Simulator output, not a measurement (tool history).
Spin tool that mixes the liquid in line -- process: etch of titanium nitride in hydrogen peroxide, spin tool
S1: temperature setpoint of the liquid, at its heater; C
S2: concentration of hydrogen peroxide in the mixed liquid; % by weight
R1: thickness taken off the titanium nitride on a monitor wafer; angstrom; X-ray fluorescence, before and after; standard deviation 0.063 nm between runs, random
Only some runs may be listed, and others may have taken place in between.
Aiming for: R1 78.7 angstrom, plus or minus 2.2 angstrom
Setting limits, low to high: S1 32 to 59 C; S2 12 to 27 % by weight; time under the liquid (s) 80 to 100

Run 1, hour 0: S1 43 C, S2 18 % by weight, time under the liquid (s) 100. Result: R1 39.992 angstrom.
Run 2, hour 2.9: S1 39 C, S2 18 % by weight, time under the liquid (s) 100. Result: R1 29.631 angstrom.
Run 3, hour 4.5: S1 39 C, S2 18 % by weight, time under the liquid (s) 80. Result: R1 23.684 angstrom.
Run 4, hour 11.1: S1 44.5 C, S2 18 % by weight, time under the liquid (s) 80. Result: R1 35.792 angstrom.
Run 5, hour 15.6: S1 39 C, S2 18 % by weight, time under the liquid (s) 80. Result: R1 23.439 angstrom.
Run 6, hour 23.6: S1 39 C, S2 18 % by weight, time under the liquid (s) 100. Result: R1 29.568 angstrom.
Run 7, hour 28.4: S1 43.5 C, S2 18 % by weight, time under the liquid (s) 100. Result: R1 41.339 angstrom.
Run 8, hour 29: S1 46 C, S2 18 % by weight, time under the liquid (s) 100. Result: R1 50.161 angstrom.
Run 9, hour 32.9: S1 48 C, S2 18 % by weight, time under the liquid (s) 100. Result: R1 57.724 angstrom.
Run 10, hour 36: S1 48 C, S2 18 % by weight, time under the liquid (s) 100. Result: R1 58.024 angstrom.
Run 11, hour 37.6: S1 53 C, S2 18 % by weight, time under the liquid (s) 100. Result: R1 84.124 angstrom.

Below are 5 possible settings for the next run. Only one of them brings all results inside the allowed miss of their targets. Which is it?
Run A, hour 39.2: S1 56.5 C, S2 19 % by weight, time under the liquid (s) 80. Result: R1 ?.
Run B, hour 39.2: S1 54 C, S2 18.5 % by weight, time under the liquid (s) 95. Result: R1 ?.
Run C, hour 39.2: S1 54 C, S2 17 % by weight, time under the liquid (s) 95. Result: R1 ?.
Run D, hour 39.2: S1 55.5 C, S2 12 % by weight, time under the liquid (s) 100. Result: R1 ?.
Run E, hour 39.2: S1 53.5 C, S2 18.5 % by weight, time under the liquid (s) 90. Result: R1 ?.

move      R1
   A  86.002
   B  85.257
   C  83.739
   D  91.019
   E  77.969
A: further off than the last run
B: further off than the last run
C: moves toward the targets from the last run without getting all of them in spec
D: further off than the last run
E: every result lands within tolerance
Answer: E
